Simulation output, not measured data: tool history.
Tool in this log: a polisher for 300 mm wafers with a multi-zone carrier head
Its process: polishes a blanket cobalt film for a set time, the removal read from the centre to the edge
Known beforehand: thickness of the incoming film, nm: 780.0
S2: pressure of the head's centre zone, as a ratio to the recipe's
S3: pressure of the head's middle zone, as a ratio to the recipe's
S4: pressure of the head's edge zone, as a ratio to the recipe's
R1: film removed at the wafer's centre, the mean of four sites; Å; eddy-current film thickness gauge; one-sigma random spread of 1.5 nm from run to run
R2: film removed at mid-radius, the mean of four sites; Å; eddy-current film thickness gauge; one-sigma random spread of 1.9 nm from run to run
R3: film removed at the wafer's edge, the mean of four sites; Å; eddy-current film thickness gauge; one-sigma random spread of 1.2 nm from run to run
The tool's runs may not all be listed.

{"run": 1, "day": 0.0, "flow of slurry (ml/min)": 270, "S2": 1.0, "S3": 1.0, "S4": 1.0, "polishing time (s)": 62, "R1": 2544.8, "R2": 2220.7, "R3": 2174.5}
{"run": 2, "day": 0.121, "flow of slurry (ml/min)": 270, "S2": 0.99, "S3": 1.0, "S4": 0.96, "polishing time (s)": 53, "R1": 2142.8, "R2": 1827.0, "R3": 1840.2}
{"run": 3, "day": 0.496, "flow of slurry (ml/min)": 270, "S2": 0.99, "S3": 1.04, "S4": 0.96, "polishing time (s)": 53, "R1": 2161.8, "R2": 1918.8, "R3": 1851.7}
{"run": 4, "day": 0.742, "flow of slurry (ml/min)": 270, "S2": 0.99, "S3": 1.12, "S4": 0.96, "polishing time (s)": 53, "R1": 2165.1, "R2": 2030.9, "R3": 1831.2}
{"run": 5, "day": 1.104, "flow of slurry (ml/min)": 270, "S2": 0.91, "S3": 1.12, "S4": 0.96, "polishing time (s)": 53, "R1": 1955.6, "R2": 2007.3, "R3": 1880.0}
{"run": 6, "day": 1.171, "flow of slurry (ml/min)": 270, "S2": 0.86, "S3": 1.12, "S4": 0.96, "polishing time (s)": 53, "R1": 1876.6, "R2": 2025.9, "R3": 1881.0}
{"run": 7, "day": 1.533, "flow of slurry (ml/min)": 270, "S2": 0.9, "S3": 1.11, "S4": 0.92, "polishing time (s)": 47, "R1": 1726.8, "R2": 1799.6, "R3": 1601.9}
{"run": 8, "day": 1.733, "flow of slurry (ml/min)": 265, "S2": 0.91, "S3": 1.06, "S4": 0.89, "polishing time (s)": 45, "R1": 1686.5, "R2": 1641.9, "R3": 1524.2}

What will run 9 give?
{"run": 9, "day": 1.767, "flow of slurry (ml/min)": 260, "S2": 0.92, "S3": 1.05, "S4": 0.86, "polishing time (s)": 43, "R1": "?", "R2": "?", "R3": "?"}

R1: 1597.2 Å
R2: 1569.9 Å
R3: 1456.9 Å
